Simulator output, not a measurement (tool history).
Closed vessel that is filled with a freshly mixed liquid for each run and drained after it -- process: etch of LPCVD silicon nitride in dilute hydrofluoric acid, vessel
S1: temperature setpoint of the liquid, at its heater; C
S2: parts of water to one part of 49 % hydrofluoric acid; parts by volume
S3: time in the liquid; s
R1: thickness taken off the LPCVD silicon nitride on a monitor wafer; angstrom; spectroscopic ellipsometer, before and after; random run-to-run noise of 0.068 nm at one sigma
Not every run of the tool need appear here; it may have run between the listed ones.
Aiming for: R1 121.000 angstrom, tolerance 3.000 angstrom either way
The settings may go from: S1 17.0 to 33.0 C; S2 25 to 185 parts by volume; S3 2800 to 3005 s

run 1 day=0.000 | S1=25.0 S2=105 S3=2800 | R1=151.100
run 2 day=0.146 | S1=23.0 S2=105 S3=2800 | R1=132.140
run 3 day=0.192 | S1=23.0 S2=105 S3=2800 | R1=132.030
run 4 day=0.338 | S1=26.0 S2=105 S3=2800 | R1=158.910
run 5 day=0.458 | S1=26.0 S2=80 S3=2800 | R1=210.810
run 6 day=0.675 | S1=23.0 S2=80 S3=2800 | R1=173.040
run 7 day=0.717 | S1=22.0 S2=80 S3=2800 | R1=161.230
run 8 day=0.738 | S1=21.0 S2=80 S3=2800 | R1=150.230
run 9 day=1.046 | S1=20.5 S2=80 S3=2800 | R1=144.640
run 10 day=1.421 | S1=20.0 S2=80 S3=2800 | R1=140.760
run 11 day=1.450 | S1=17.0 S2=80 S3=2800 | R1=113.910

Pick the move, out of 5, that brings all results within their allowed miss; only one does.
run A day=1.479 | S1=17.0 S2=90 S3=2920 | R1=?
run B day=1.479 | S1=17.5 S2=80 S3=2890 | R1=?
run C day=1.479 | S1=19.0 S2=100 S3=2875 | R1=?
run D day=1.479 | S1=17.0 S2=85 S3=2830 | R1=?
run E day=1.479 | S1=17.0 S2=95 S3=2880 | R1=?

move=A R1=106.150
move=B R1=121.970
move=C R1=108.380
move=D R1=108.740
move=E R1=99.355
A: the biggest miss grows against the last run
B: every result lands within tolerance
C: the biggest miss grows against the last run
D: the biggest miss grows against the last run
E: the biggest miss grows against the last run
B is the move that brings every result within its allowed miss.
